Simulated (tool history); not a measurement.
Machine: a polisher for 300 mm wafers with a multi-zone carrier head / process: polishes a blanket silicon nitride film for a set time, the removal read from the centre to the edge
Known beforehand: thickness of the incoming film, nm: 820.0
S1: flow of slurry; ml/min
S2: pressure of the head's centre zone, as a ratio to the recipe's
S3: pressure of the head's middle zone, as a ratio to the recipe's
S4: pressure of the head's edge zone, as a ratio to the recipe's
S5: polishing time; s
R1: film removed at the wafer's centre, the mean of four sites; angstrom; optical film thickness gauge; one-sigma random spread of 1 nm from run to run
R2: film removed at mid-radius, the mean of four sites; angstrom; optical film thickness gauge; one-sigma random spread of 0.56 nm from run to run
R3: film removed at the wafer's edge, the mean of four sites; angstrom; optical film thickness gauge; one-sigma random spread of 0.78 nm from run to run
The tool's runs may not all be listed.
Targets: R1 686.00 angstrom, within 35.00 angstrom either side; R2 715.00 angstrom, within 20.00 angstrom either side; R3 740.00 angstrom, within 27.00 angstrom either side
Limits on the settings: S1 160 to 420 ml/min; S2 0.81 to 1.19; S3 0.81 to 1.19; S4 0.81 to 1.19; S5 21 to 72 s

Run 1, hour 0.0: S1 270 ml/min, S2 1.00, S3 1.00, S4 1.00, S5 46 s. Result: R1 629.77 angstrom, R2 596.28 angstrom, R3 596.72 angstrom.
Run 2, hour 7.2: S1 270 ml/min, S2 0.94, S3 1.00, S4 1.00, S5 46 s. Result: R1 566.57 angstrom, R2 592.60 angstrom, R3 604.55 angstrom.
Run 3, hour 13.1: S1 270 ml/min, S2 0.94, S3 1.00, S4 0.97, S5 46 s. Result: R1 566.40 angstrom, R2 596.61 angstrom, R3 588.85 angstrom.
Run 4, hour 19.4: S1 240 ml/min, S2 0.94, S3 1.00, S4 0.97, S5 46 s. Result: R1 567.92 angstrom, R2 582.71 angstrom, R3 590.60 angstrom.
Run 5, hour 21.8: S1 240 ml/min, S2 0.99, S3 1.00, S4 0.97, S5 46 s. Result: R1 595.44 angstrom, R2 586.59 angstrom, R3 581.14 angstrom.
Run 6, hour 27.5: S1 245 ml/min, S2 0.99, S3 1.01, S4 0.99, S5 47 s. Result: R1 606.87 angstrom, R2 601.68 angstrom, R3 610.89 angstrom.
Run 7, hour 33.1: S1 255 ml/min, S2 0.99, S3 1.02, S4 1.01, S5 47 s. Result: R1 598.74 angstrom, R2 622.03 angstrom, R3 603.21 angstrom.
Run 8, hour 33.8: S1 260 ml/min, S2 0.99, S3 1.02, S4 1.02, S5 48 s. Result: R1 628.06 angstrom, R2 628.97 angstrom, R3 622.37 angstrom.
Run 9, hour 42.1: S1 265 ml/min, S2 0.99, S3 1.02, S4 1.03, S5 49 s. Result: R1 645.67 angstrom, R2 643.85 angstrom, R3 658.16 angstrom.
Run 10, hour 47.1: S1 270 ml/min, S2 0.99, S3 1.02, S4 1.04, S5 49 s. Result: R1 657.66 angstrom, R2 643.32 angstrom, R3 655.18 angstrom.

Next run, 4 choices. One meets every target within its allowed miss, the rest don't. Which?
Run A, hour 52.1: S1 215 ml/min, S2 1.04, S3 1.04, S4 1.07, S5 51 s. Result: R1 ?, R2 ?, R3 ?.
Run B, hour 52.1: S1 220 ml/min, S2 0.91, S3 1.09, S4 1.03, S5 53 s. Result: R1 ?, R2 ?, R3 ?.
Run C, hour 52.1: S1 235 ml/min, S2 0.87, S3 0.99, S4 1.13, S5 60 s. Result: R1 ?, R2 ?, R3 ?.
Run D, hour 52.1: S1 320 ml/min, S2 0.97, S3 1.06, S4 1.13, S5 52 s. Result: R1 ?, R2 ?, R3 ?.

move      R1      R2      R3
   A  665.14  665.03  673.04
   B  606.78  722.41  687.73
   C  663.09  760.97  822.57
   D  667.94  724.18  732.11
A: moves toward the targets from the last run without getting all of them in spec
B: the worst result of the last run now meets its target, but another is out of spec
C: the result that was furthest off in the last run now lies on the other side of its target
D: all results land within tolerance of their targets
The right move is D.
